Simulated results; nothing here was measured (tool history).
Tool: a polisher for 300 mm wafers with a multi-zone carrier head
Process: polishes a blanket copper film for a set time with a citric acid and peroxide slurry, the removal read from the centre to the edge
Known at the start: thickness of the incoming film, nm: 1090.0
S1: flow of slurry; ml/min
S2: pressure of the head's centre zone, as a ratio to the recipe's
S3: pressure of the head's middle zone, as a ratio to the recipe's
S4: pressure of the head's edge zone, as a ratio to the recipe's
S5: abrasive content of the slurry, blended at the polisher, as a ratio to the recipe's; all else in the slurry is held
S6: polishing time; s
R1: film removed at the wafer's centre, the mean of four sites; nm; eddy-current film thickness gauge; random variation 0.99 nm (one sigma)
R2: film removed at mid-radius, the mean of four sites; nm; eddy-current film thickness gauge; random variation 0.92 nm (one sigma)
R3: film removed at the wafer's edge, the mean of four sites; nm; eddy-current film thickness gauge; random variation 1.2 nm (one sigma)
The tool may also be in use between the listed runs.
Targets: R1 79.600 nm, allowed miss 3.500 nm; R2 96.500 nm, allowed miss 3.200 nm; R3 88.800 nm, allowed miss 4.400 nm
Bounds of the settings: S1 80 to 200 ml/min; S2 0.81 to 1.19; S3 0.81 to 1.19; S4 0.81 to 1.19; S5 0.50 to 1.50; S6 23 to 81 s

| run | hour | S1 | S2 | S3 | S4 | S5 | S6 | R1 | R2 | R3 |
|---|---|---|---|---|---|---|---|---|---|---|
| 1 | 0.0 | 130 | 1.00 | 1.00 | 1.00 | 1.00 | 52 | 94.965 | 94.952 | 94.296 |
| 2 | 5.9 | 125 | 0.98 | 1.01 | 0.99 | 1.00 | 52 | 91.643 | 96.151 | 93.418 |
| 3 | 8.0 | 125 | 0.90 | 1.01 | 0.99 | 1.00 | 52 | 84.603 | 96.243 | 94.731 |
| 4 | 15.8 | 125 | 0.90 | 1.02 | 0.98 | 1.00 | 52 | 83.795 | 98.333 | 92.179 |
| 5 | 20.3 | 125 | 0.90 | 1.02 | 0.98 | 1.00 | 57 | 92.448 | 104.340 | 100.910 |
| 6 | 28.1 | 125 | 0.90 | 1.02 | 0.98 | 0.85 | 57 | 89.328 | 101.900 | 95.693 |
| 7 | 28.7 | 120 | 0.89 | 1.02 | 0.97 | 0.85 | 57 | 84.527 | 99.675 | 96.211 |
| 8 | 29.3 | 120 | 0.89 | 1.02 | 0.96 | 0.85 | 57 | 86.775 | 101.300 | 98.087 |
| 9 | 34.5 | 120 | 0.89 | 1.03 | 0.96 | 0.80 | 57 | 84.358 | 99.721 | 93.186 |

5 next moves are on the table. One of them brings every result within its allowed miss. Which?
| A | 39.7 | 95 | 0.83 | 1.11 | 1.03 | 0.80 | 55 | ? | ? | ? |
| B | 39.7 | 125 | 0.84 | 0.98 | 0.84 | 0.60 | 62 | ? | ? | ? |
| C | 39.7 | 95 | 0.82 | 0.94 | 1.00 | 0.85 | 62 | ? | ? | ? |
| D | 39.7 | 115 | 0.85 | 1.06 | 0.98 | 0.85 | 53 | ? | ? | ? |
| E | 39.7 | 95 | 0.85 | 0.99 | 1.01 | 0.85 | 60 | ? | ? | ? |

| move | R1 | R2 | R3 |
|---|---|---|---|
| A | 68.522 | 96.184 | 89.046 |
| B | 78.145 | 96.394 | 88.049 |
| C | 77.632 | 95.950 | 101.020 |
| D | 73.750 | 96.297 | 88.882 |
| E | 77.929 | 96.966 | 98.166 |
A: takes the result that was furthest off past its target
B: meets every target
C: brings the result that was furthest off to its target, and leaves another outside
D: takes the result that was furthest off past its target
E: brings the result that was furthest off to its target, and leaves another outside
Move B is the one to make.
